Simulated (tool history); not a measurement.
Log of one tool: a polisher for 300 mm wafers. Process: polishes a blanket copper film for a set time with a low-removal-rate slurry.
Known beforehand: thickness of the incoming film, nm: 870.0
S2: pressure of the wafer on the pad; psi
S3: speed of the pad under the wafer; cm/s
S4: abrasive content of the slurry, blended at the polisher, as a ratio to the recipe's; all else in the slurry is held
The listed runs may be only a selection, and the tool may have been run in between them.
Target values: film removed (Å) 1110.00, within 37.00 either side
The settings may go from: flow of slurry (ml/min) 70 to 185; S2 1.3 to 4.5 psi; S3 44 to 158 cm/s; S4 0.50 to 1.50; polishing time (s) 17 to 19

run 1 hour=0.0 | flow_of_slurry_(ml/min)=120 S2=2.9 S3=100 S4=1.00 polishing_time_(s)=19 | film_removed_(Å)=554.20
run 2 hour=7.1 | flow_of_slurry_(ml/min)=130 S2=3.4 S3=102 S4=1.00 polishing_time_(s)=19 | film_removed_(Å)=677.69
run 3 hour=11.7 | flow_of_slurry_(ml/min)=130 S2=3.4 S3=126 S4=1.00 polishing_time_(s)=19 | film_removed_(Å)=823.32
run 4 hour=19.9 | flow_of_slurry_(ml/min)=130 S2=3.4 S3=126 S4=1.00 polishing_time_(s)=17 | film_removed_(Å)=728.77
run 5 hour=26.8 | flow_of_slurry_(ml/min)=130 S2=3.4 S3=146 S4=1.00 polishing_time_(s)=17 | film_removed_(Å)=833.43
run 6 hour=32.8 | flow_of_slurry_(ml/min)=115 S2=3.4 S3=146 S4=1.00 polishing_time_(s)=17 | film_removed_(Å)=813.66
run 7 hour=39.0 | flow_of_slurry_(ml/min)=125 S2=3.6 S3=146 S4=1.00 polishing_time_(s)=17 | film_removed_(Å)=871.81
run 8 hour=44.9 | flow_of_slurry_(ml/min)=135 S2=3.8 S3=146 S4=1.00 polishing_time_(s)=17 | film_removed_(Å)=934.61

Consider the 4 candidate settings below. Which is the only one whose results all fall within their allowed miss of target?
run A hour=50.8 | flow_of_slurry_(ml/min)=115 S2=4.5 S3=158 S4=0.80 polishing_time_(s)=18 | film_removed_(Å)=?
run B hour=50.8 | flow_of_slurry_(ml/min)=115 S2=3.5 S3=154 S4=0.80 polishing_time_(s)=18 | film_removed_(Å)=?
run C hour=50.8 | flow_of_slurry_(ml/min)=140 S2=4.0 S3=152 S4=1.15 polishing_time_(s)=19 | film_removed_(Å)=?
run D hour=50.8 | flow_of_slurry_(ml/min)=135 S2=3.9 S3=158 S4=1.05 polishing_time_(s)=18 | film_removed_(Å)=?

move=A film_removed_(Å)=1186.90
move=B film_removed_(Å)=905.24
move=C film_removed_(Å)=1195.30
move=D film_removed_(Å)=1120.50
A: pushes the last run's worst result past its target
B: its largest miss is bigger than the last run's
C: pushes the last run's worst result past its target
D: every result lands within tolerance
Answer: D
